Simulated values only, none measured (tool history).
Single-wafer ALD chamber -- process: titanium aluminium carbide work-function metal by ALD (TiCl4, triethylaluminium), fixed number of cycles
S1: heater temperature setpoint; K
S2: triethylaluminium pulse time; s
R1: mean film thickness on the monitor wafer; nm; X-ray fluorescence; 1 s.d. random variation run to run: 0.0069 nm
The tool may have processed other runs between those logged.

Run 1, day 0.000: S1 573.15 K, S2 7.06 s. Result: R1 2.1105 nm.
Run 2, day 0.358: S1 579.15 K, S2 7.37 s. Result: R1 2.1829 nm.
Run 3, day 0.629: S1 570.15 K, S2 7.37 s. Result: R1 2.1003 nm.
Run 4, day 0.850: S1 570.15 K, S2 8.50 s. Result: R1 2.1424 nm.
Run 5, day 1.108: S1 561.15 K, S2 8.50 s. Result: R1 2.0426 nm.
Run 6, day 1.375: S1 568.15 K, S2 8.75 s. Result: R1 2.1188 nm.
Run 7, day 1.579: S1 574.15 K, S2 9.04 s. Result: R1 2.2096 nm.
Run 8, day 1.646: S1 578.15 K, S2 9.19 s. Result: R1 2.2490 nm.

Estimate the outcome of run 9 from the log above:
Run 9, day 1.921: S1 581.15 K, S2 9.33 s. Result: R1 ?.

Run 9 measured R1 2.2877 nm.

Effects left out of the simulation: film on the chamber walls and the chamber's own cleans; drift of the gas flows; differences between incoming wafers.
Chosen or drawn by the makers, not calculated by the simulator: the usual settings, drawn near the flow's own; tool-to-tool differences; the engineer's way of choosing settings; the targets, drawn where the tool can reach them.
